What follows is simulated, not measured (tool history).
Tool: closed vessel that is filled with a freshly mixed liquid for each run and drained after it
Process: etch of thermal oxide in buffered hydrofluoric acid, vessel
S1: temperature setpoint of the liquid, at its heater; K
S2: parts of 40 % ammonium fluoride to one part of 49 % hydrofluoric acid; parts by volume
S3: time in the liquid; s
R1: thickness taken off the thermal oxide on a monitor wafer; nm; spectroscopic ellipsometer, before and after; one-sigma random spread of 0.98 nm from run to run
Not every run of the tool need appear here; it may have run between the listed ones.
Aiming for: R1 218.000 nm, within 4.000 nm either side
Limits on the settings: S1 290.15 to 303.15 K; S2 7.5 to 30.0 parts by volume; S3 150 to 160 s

| run | hour | S1 | S2 | S3 | R1 |
|---|---|---|---|---|---|
| 1 | 0.0 | 295.15 | 20.5 | 150 | 85.010 |
| 2 | 5.7 | 297.15 | 17.5 | 150 | 109.590 |
| 3 | 6.6 | 294.15 | 17.5 | 150 | 93.091 |
| 4 | 14.6 | 294.15 | 17.5 | 160 | 98.499 |
| 5 | 15.6 | 296.15 | 16.0 | 160 | 120.780 |
| 6 | 23.4 | 296.15 | 16.0 | 160 | 120.930 |
| 7 | 24.2 | 297.65 | 15.0 | 160 | 139.890 |
| 8 | 31.4 | 299.15 | 14.5 | 160 | 156.490 |
| 9 | 34.8 | 300.15 | 14.0 | 160 | 171.320 |
| 10 | 43.1 | 300.65 | 13.5 | 160 | 184.070 |
| 11 | 45.1 | 301.15 | 13.5 | 160 | 187.610 |
| 12 | 48.9 | 301.15 | 13.5 | 160 | 186.930 |
| 13 | 49.5 | 301.65 | 13.5 | 160 | 194.310 |
| 14 | 51.4 | 302.15 | 13.5 | 160 | 197.480 |
| 15 | 60.2 | 302.65 | 13.0 | 160 | 210.810 |
| 16 | 63.0 | 302.65 | 13.0 | 160 | 210.760 |
| 17 | 63.7 | 302.65 | 13.0 | 160 | 210.610 |

Which of these 4 next moves meets every target?
| A | 64.4 | 303.15 | 14.5 | 160 | ? |
| B | 64.4 | 303.15 | 13.5 | 155 | ? |
| C | 64.4 | 303.15 | 13.0 | 155 | ? |
| D | 64.4 | 299.15 | 10.0 | 155 | ? |

| move | R1 |
|---|---|
| A | 193.620 |
| B | 201.160 |
| C | 208.730 |
| D | 217.930 |
A: its largest miss is bigger than the last run's
B: its largest miss is bigger than the last run's
C: its largest miss is bigger than the last run's
D: all results land within tolerance of their targets
Correct choice: D, which meets every target
